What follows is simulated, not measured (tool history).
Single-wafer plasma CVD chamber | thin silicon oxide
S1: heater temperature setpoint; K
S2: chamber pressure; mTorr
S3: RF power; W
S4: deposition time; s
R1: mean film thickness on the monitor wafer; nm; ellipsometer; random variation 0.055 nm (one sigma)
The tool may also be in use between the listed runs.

Run 1, hour 0: S1 693.15 K, S2 759 mTorr, S3 350 W, S4 6.32 s. Result: R1 11.843 nm.
Run 2, hour 8.3: S1 688.15 K, S2 759 mTorr, S3 350 W, S4 6.32 s. Result: R1 11.878 nm.
Run 3, hour 10.4: S1 688.15 K, S2 665 mTorr, S3 350 W, S4 6.32 s. Result: R1 10.314 nm.
Run 4, hour 11.2: S1 688.15 K, S2 545 mTorr, S3 350 W, S4 6.32 s. Result: R1 8.3618 nm.
Run 5, hour 16.9: S1 688.15 K, S2 589 mTorr, S3 350 W, S4 6.32 s. Result: R1 9.0982 nm.
Run 6, hour 24.4: S1 682.15 K, S2 589 mTorr, S3 350 W, S4 6.32 s. Result: R1 9.1262 nm.
Run 7, hour 25.2: S1 682.15 K, S2 589 mTorr, S3 350 W, S4 6.32 s. Result: R1 9.1138 nm.
Run 8, hour 28.8: S1 682.15 K, S2 741 mTorr, S3 355 W, S4 6.32 s. Result: R1 11.623 nm.
Run 9, hour 37.7: S1 682.15 K, S2 753 mTorr, S3 355 W, S4 6.32 s. Result: R1 11.839 nm.
Run 10, hour 40: S1 682.15 K, S2 763 mTorr, S3 355 W, S4 6.32 s. Result: R1 11.933 nm.
Run 11, hour 41.3: S1 682.15 K, S2 772 mTorr, S3 355 W, S4 6.32 s. Result: R1 12.156 nm.
Run 12, hour 49.6: S1 682.15 K, S2 779 mTorr, S3 355 W, S4 6.32 s. Result: R1 12.202 nm.
Run 13, hour 56.8: S1 682.15 K, S2 786 mTorr, S3 355 W, S4 6.32 s. Result: R1 12.24 nm.
Run 14, hour 64.7: S1 682.15 K, S2 793 mTorr, S3 355 W, S4 6.32 s. Result: R1 12.381 nm.

The next listed run, before its measurement:
Run 15, hour 66.2: S1 682.15 K, S2 793 mTorr, S3 355 W, S4 6.32 s. Result: R1 ?.

Run 15 gave R1 12.343 nm.
